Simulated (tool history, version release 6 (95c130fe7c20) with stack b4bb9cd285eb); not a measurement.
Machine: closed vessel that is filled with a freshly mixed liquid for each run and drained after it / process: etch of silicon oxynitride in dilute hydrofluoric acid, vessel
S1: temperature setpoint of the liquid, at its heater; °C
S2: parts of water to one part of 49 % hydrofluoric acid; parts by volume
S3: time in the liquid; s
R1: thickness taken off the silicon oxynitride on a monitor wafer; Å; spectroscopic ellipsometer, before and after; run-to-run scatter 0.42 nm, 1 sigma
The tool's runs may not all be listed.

run  hour    S1  S2    S3      R1
  1     0    25  90  3190  649.56
  2   7.8    25  65  3190  937.04
  3   9.6    23  70  3190  773.96
  4  11.1    23  70  3190  774.62
  5  16.3  21.5  70  3190  737.72
  6  21.3  24.5  70  3190  831.03
  7    30  22.5  75  3190  711.67
  8  32.4    21  75  3190  654.82
  9  36.7    20  75  3190  630.27

Run 10 has not been measured yet. What should we expect?
 10  41.1  20  75  3190   ?

R1: 619.25 Å
